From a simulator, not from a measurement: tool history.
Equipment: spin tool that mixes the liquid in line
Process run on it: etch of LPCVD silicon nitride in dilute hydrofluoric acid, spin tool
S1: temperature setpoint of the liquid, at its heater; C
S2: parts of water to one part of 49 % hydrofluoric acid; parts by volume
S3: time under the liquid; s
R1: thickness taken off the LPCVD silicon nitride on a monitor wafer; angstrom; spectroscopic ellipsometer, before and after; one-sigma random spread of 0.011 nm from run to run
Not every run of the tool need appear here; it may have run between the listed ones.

run 1 day=0.000 | S1=24.0 S2=85 S3=50 | R1=2.7294
run 2 day=0.312 | S1=24.0 S2=85 S3=50 | R1=2.7772
run 3 day=0.362 | S1=24.0 S2=100 S3=50 | R1=2.4077
run 4 day=0.625 | S1=25.5 S2=95 S3=50 | R1=2.8099
run 5 day=0.938 | S1=27.0 S2=95 S3=50 | R1=2.9980
run 6 day=1.225 | S1=27.0 S2=95 S3=30 | R1=1.8823

The next listed run, before its measurement:
run 7 day=1.583 | S1=27.0 S2=80 S3=35 | R1=?

Run 7 produced R1 2.6451 angstrom.

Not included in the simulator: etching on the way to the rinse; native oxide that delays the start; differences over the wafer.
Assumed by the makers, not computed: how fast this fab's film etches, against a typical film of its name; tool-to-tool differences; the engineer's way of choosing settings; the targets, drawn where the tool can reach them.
